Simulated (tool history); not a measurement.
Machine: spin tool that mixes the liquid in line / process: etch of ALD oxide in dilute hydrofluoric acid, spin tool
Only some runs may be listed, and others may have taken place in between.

run,day,temperature setpoint of the liquid (K),parts of water to one part of 49 % hydrofluoric acid (parts by volume),time under the liquid (s),thickness taken off the ALD oxide on a monitor wafer (nm)
1,0.000,298.15,110,60,11.791
2,0.129,297.15,110,60,11.343
3,0.171,297.15,75,60,17.542
4,0.408,294.15,75,60,15.454
5,0.454,293.65,80,60,13.981
6,0.533,293.65,100,60,11.039
7,0.733,293.15,100,60,10.985
8,0.767,292.65,100,60,10.596
9,0.946,292.15,100,60,10.424

Predict the results of run 10:
10,1.221,291.65,100,60,?

thickness taken off the ALD oxide on a monitor wafer (nm): 10.114

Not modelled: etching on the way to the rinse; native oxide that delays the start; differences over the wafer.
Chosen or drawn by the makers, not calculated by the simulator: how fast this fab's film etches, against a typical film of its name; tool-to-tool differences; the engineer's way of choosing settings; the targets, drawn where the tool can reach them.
